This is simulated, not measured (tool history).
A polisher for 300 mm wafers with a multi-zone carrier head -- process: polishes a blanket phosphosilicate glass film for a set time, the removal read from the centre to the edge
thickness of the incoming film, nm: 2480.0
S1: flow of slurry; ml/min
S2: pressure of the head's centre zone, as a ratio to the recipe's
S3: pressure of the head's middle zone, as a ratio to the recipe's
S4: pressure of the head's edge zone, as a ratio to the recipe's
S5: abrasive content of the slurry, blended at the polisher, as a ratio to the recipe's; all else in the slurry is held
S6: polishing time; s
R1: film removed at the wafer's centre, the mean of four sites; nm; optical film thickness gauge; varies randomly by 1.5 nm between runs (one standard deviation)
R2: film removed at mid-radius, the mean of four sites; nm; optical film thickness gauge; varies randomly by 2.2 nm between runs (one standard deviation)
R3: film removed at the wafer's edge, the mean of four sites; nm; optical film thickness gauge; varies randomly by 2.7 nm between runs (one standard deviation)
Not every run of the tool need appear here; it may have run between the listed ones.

run 1 day=0 | S1=150 S2=1 S3=1 S4=1 S5=1 S6=60 | R1=273.1 R2=269.5 R3=279.14
run 2 day=0.217 | S1=150 S2=1 S3=1 S4=1 S5=1 S6=72 | R1=329 R2=328.47 R3=335.5
run 3 day=0.35 | S1=145 S2=0.97 S3=1 S4=0.96 S5=0.85 S6=69 | R1=277.07 R2=280.25 R3=289.65
run 4 day=0.404 | S1=145 S2=0.97 S3=1 S4=0.96 S5=0.85 S6=83 | R1=331.85 R2=339.1 R3=339.15
run 5 day=0.638 | S1=145 S2=0.97 S3=1 S4=0.96 S5=0.85 S6=73 | R1=294.07 R2=298.46 R3=296.73
run 6 day=0.729 | S1=145 S2=0.97 S3=1 S4=0.96 S5=0.85 S6=81 | R1=322.71 R2=323.05 R3=337.09
run 7 day=0.958 | S1=140 S2=0.94 S3=1.02 S4=0.92 S5=0.75 S6=77 | R1=273.14 R2=290.49 R3=285.82
run 8 day=1.142 | S1=135 S2=0.92 S3=1.02 S4=0.89 S5=0.7 S6=75 | R1=244.41 R2=264.4 R3=247.11
run 9 day=1.367 | S1=125 S2=0.89 S3=1 S4=0.88 S5=0.7 S6=75 | R1=232.49 R2=260.14 R3=246.4

Expected results for the next run?
run 10 day=1.417 | S1=120 S2=0.88 S3=0.98 S4=0.86 S5=0.65 S6=75 | R1=? R2=? R3=?

{"run 10": {"R1": 219.45, "R2": 235.11, "R3": 235.46}}
